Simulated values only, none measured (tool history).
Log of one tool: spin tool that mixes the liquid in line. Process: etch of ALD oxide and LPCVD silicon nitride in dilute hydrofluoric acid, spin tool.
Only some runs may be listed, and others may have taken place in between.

| run | hour | temperature setpoint of the liquid (K) | parts of water to one part of 49 % hydrofluoric acid (parts by volume) | time under the liquid (s) | thickness taken off the ALD oxide on a monitor wafer (angstrom) | thickness taken off the LPCVD silicon nitride on a monitor wafer (angstrom) |
|---|---|---|---|---|---|---|
| 1 | 0 | 294.15 | 50 | 110 | 517.89 | 8.9396 |
| 2 | 6.3 | 293.15 | 60 | 110 | 407.16 | 7.3413 |
| 3 | 13.6 | 292.15 | 65 | 110 | 359.85 | 5.9617 |
| 4 | 20.1 | 292.65 | 70 | 110 | 335.22 | 5.4676 |
| 5 | 23.3 | 292.65 | 70 | 90 | 276.17 | 4.5748 |
| 6 | 26.3 | 292.65 | 70 | 105 | 324.05 | 5.8285 |

The next listed run, before its measurement:
| 7 | 34.4 | 292.65 | 70 | 105 | ? | ? |

thickness taken off the ALD oxide on a monitor wafer (angstrom): 321.52
thickness taken off the LPCVD silicon nitride on a monitor wafer (angstrom): 5.0801

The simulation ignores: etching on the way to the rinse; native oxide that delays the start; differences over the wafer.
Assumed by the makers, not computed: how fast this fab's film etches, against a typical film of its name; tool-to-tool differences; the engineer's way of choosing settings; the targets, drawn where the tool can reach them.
